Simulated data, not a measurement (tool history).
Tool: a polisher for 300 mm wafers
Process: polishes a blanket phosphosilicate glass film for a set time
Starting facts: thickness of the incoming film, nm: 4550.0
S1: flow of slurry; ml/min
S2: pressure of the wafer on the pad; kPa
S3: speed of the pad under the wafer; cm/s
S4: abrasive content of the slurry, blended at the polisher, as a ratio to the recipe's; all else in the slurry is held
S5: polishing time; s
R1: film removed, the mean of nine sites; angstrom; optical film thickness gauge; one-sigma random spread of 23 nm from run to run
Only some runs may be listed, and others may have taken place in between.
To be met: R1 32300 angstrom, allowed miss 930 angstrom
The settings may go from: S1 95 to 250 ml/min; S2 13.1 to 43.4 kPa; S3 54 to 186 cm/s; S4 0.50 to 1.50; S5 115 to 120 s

run,hour,S1,S2,S3,S4,S5,R1
1,0.0,160,28.3,118,1.00,115,16967
2,7.0,170,32.4,122,1.00,115,19564
3,8.6,170,35.9,130,1.00,115,22334
4,17.0,170,42.1,130,1.00,115,25976
5,21.2,175,42.7,136,1.00,115,27163
6,23.9,175,42.7,136,1.00,115,27002
7,29.4,175,42.7,144,1.00,115,28403
8,38.0,175,42.7,150,1.00,115,29126
9,46.3,175,42.7,154,1.00,115,30084

Exercise: of the 4 proposed moves below, exactly one satisfies all targets within the stated allowed misses. Which move is it?
A,54.6,200,42.1,172,1.00,120,?
B,54.6,200,43.4,142,1.00,119,?
C,54.6,250,43.4,158,1.15,115,?
D,54.6,165,42.1,158,1.05,119,?

move,R1
A,34003
B,29734
C,34826
D,31668
A: takes the biggest miss from the last run beyond its target
B: lands further from the targets than the last run did
C: takes the biggest miss from the last run beyond its target
D: all results in spec
So the answer is move D, the one that meets all the targets.
